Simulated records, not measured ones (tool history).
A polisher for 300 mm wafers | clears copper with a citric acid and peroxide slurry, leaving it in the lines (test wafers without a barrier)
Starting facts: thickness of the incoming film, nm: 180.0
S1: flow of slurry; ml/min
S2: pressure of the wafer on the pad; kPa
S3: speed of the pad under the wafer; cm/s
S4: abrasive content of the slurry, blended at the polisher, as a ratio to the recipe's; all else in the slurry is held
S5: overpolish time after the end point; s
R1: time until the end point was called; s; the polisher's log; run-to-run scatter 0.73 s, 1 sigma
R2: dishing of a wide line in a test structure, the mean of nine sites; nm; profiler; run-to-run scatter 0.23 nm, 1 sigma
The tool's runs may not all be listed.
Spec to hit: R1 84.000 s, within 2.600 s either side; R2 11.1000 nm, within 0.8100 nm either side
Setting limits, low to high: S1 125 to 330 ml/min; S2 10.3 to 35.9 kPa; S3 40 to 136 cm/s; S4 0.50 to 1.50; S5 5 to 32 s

| run | hour | S1 | S2 | S3 | S4 | S5 | R1 | R2 |
|---|---|---|---|---|---|---|---|---|
| 1 | 0.0 | 210 | 22.8 | 88 | 1.00 | 16 | 98.806 | 24.2210 |
| 2 | 8.7 | 215 | 22.8 | 90 | 1.00 | 12 | 96.058 | 19.0270 |
| 3 | 11.0 | 250 | 22.8 | 92 | 0.95 | 10 | 92.638 | 16.0590 |
| 4 | 12.0 | 250 | 22.8 | 92 | 0.95 | 5 | 92.677 | 8.1356 |
| 5 | 19.6 | 250 | 26.2 | 92 | 0.95 | 5 | 79.325 | 9.6938 |
| 6 | 20.5 | 230 | 26.2 | 92 | 0.95 | 5 | 82.236 | 9.6097 |
| 7 | 24.1 | 225 | 26.2 | 92 | 0.95 | 5 | 83.351 | 9.5625 |
|  | 26.0 | head pressure recalibrated |
| 8 | 26.0 | 220 | 26.2 | 92 | 0.95 | 8 | 76.624 | 16.0430 |
| 9 | 30.4 | 240 | 25.5 | 92 | 1.00 | 8 | 76.923 | 16.2980 |
| 10 | 36.1 | 230 | 25.5 | 92 | 1.00 | 7 | 78.199 | 13.9320 |
| 11 | 43.9 | 225 | 25.5 | 92 | 1.00 | 7 | 79.440 | 13.5710 |
| 12 | 47.9 | 165 | 24.8 | 92 | 1.00 | 5 | 84.426 | 8.8936 |
| 13 | 55.0 | 175 | 24.8 | 92 | 1.00 | 5 | 82.818 | 9.3658 |
| 14 | 58.9 | 175 | 24.8 | 92 | 1.00 | 5 | 82.364 | 9.2331 |
| 15 | 63.4 | 170 | 24.1 | 92 | 1.00 | 9 | 86.699 | 16.5540 |
| 16 | 67.3 | 180 | 24.1 | 92 | 1.05 | 8 | 85.760 | 14.3440 |
| 17 | 68.2 | 180 | 24.8 | 92 | 1.00 | 8 | 83.331 | 14.9860 |
| 18 | 71.0 | 180 | 24.8 | 92 | 1.00 | 7 | 82.329 | 12.8920 |
| 19 | 78.2 | 175 | 24.1 | 92 | 1.00 | 5 | 85.961 | 9.1103 |

Exercise: of the 4 proposed moves below, exactly one satisfies all targets within the stated allowed misses. Which move is it?
| A | 85.4 | 160 | 24.8 | 94 | 1.00 | 6 | ? | ? |
| B | 85.4 | 140 | 20.0 | 112 | 0.90 | 8 | ? | ? |
| C | 85.4 | 170 | 26.2 | 86 | 1.00 | 5 | ? | ? |
| D | 85.4 | 150 | 24.1 | 90 | 0.95 | 8 | ? | ? |

| move | R1 | R2 |
|---|---|---|
| A | 84.335 | 11.1450 |
| B | 92.002 | 13.3990 |
| C | 86.276 | 9.1744 |
| D | 92.475 | 13.3930 |
A: hits every target within its allowed miss
B: takes the result that was furthest off past its target
C: as far off as the last run
D: takes the result that was furthest off past its target
The move that meets every target is A.
